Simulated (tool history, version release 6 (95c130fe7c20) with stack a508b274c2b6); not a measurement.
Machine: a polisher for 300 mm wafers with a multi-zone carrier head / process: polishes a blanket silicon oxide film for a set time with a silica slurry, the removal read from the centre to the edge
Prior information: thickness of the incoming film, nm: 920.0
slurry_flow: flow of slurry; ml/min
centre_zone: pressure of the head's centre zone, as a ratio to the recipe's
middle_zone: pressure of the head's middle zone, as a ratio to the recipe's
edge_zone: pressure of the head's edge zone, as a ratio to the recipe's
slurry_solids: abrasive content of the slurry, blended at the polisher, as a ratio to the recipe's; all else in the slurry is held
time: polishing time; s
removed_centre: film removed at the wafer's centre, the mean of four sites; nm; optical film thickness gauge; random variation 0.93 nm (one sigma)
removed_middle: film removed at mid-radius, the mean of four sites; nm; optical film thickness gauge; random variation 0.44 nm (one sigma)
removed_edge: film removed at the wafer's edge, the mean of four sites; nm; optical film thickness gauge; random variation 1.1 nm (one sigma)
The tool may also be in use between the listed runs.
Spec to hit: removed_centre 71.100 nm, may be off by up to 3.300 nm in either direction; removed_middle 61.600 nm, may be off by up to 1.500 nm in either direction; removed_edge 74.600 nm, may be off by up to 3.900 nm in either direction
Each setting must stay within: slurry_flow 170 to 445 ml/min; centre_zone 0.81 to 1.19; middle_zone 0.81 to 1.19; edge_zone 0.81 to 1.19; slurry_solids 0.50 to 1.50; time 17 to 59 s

run 1 hour=0.0 | slurry_flow=285 centre_zone=1.00 middle_zone=1.00 edge_zone=1.00 slurry_solids=1.00 time=38 | removed_centre=70.858 removed_middle=71.382 removed_edge=72.017
run 2 hour=1.7 | slurry_flow=275 centre_zone=1.00 middle_zone=0.96 edge_zone=1.02 slurry_solids=1.00 time=38 | removed_centre=71.847 removed_middle=68.608 removed_edge=70.692
run 3 hour=8.5 | slurry_flow=275 centre_zone=0.98 middle_zone=0.92 edge_zone=1.07 slurry_solids=1.00 time=38 | removed_centre=69.630 removed_middle=66.104 removed_edge=74.019
run 4 hour=12.6 | slurry_flow=275 centre_zone=0.98 middle_zone=0.92 edge_zone=1.07 slurry_solids=1.00 time=46 | removed_centre=84.160 removed_middle=79.787 removed_edge=88.491
run 5 hour=13.9 | slurry_flow=275 centre_zone=1.04 middle_zone=0.92 edge_zone=1.07 slurry_solids=1.00 time=46 | removed_centre=88.994 removed_middle=80.743 removed_edge=89.717
run 6 hour=18.5 | slurry_flow=275 centre_zone=1.04 middle_zone=0.99 edge_zone=1.07 slurry_solids=1.00 time=46 | removed_centre=91.290 removed_middle=84.700 removed_edge=85.857
run 7 hour=27.2 | slurry_flow=265 centre_zone=1.04 middle_zone=0.95 edge_zone=1.08 slurry_solids=0.90 time=46 | removed_centre=86.838 removed_middle=77.521 removed_edge=86.343
run 8 hour=28.9 | slurry_flow=265 centre_zone=1.04 middle_zone=0.94 edge_zone=1.06 slurry_solids=0.80 time=45 | removed_centre=81.817 removed_middle=72.803 removed_edge=79.280
run 9 hour=34.8 | slurry_flow=260 centre_zone=1.03 middle_zone=0.91 edge_zone=1.06 slurry_solids=0.75 time=45 | removed_centre=76.164 removed_middle=68.013 removed_edge=76.254
run 10 hour=39.1 | slurry_flow=250 centre_zone=1.03 middle_zone=0.89 edge_zone=1.06 slurry_solids=0.75 time=45 | removed_centre=74.837 removed_middle=67.854 removed_edge=78.525
run 11 hour=44.1 | slurry_flow=255 centre_zone=1.04 middle_zone=0.88 edge_zone=1.06 slurry_solids=0.70 time=45 | removed_centre=76.060 removed_middle=64.345 removed_edge=75.509
run 12 hour=49.3 | slurry_flow=250 centre_zone=1.03 middle_zone=0.87 edge_zone=1.06 slurry_solids=0.70 time=45 | removed_centre=74.123 removed_middle=64.860 removed_edge=76.479
run 13 hour=51.3 | slurry_flow=250 centre_zone=1.03 middle_zone=0.86 edge_zone=1.06 slurry_solids=0.70 time=45 | removed_centre=75.385 removed_middle=64.076 removed_edge=73.645

5 candidate next runs follow, results not yet known. Just one meets every target within its allowed miss. Identify it.
run A hour=53.3 | slurry_flow=280 centre_zone=1.09 middle_zone=0.85 edge_zone=1.03 slurry_solids=0.75 time=43 | removed_centre=? removed_middle=? removed_edge=?
run B hour=53.3 | slurry_flow=275 centre_zone=0.97 middle_zone=0.92 edge_zone=0.93 slurry_solids=0.80 time=43 | removed_centre=? removed_middle=? removed_edge=?
run C hour=53.3 | slurry_flow=330 centre_zone=0.99 middle_zone=0.86 edge_zone=1.00 slurry_solids=0.75 time=44 | removed_centre=? removed_middle=? removed_edge=?
run D hour=53.3 | slurry_flow=280 centre_zone=1.02 middle_zone=0.88 edge_zone=1.17 slurry_solids=1.00 time=37 | removed_centre=? removed_middle=? removed_edge=?
run E hour=53.3 | slurry_flow=290 centre_zone=1.19 middle_zone=0.92 edge_zone=1.09 slurry_solids=0.85 time=39 | removed_centre=? removed_middle=? removed_edge=?

move=A removed_centre=78.721 removed_middle=62.154 removed_edge=72.602
move=B removed_centre=71.815 removed_middle=68.113 removed_edge=70.868
move=C removed_centre=73.926 removed_middle=64.898 removed_edge=73.785
move=D removed_centre=71.073 removed_middle=61.732 removed_edge=74.698
move=E removed_centre=82.305 removed_middle=63.428 removed_edge=71.316
A: puts the biggest miss on target and leaves a different result outside tolerance
B: the biggest miss grows against the last run
C: the biggest miss grows against the last run
D: in spec on every target
E: the biggest miss grows against the last run
Go with D: it meets all targets.
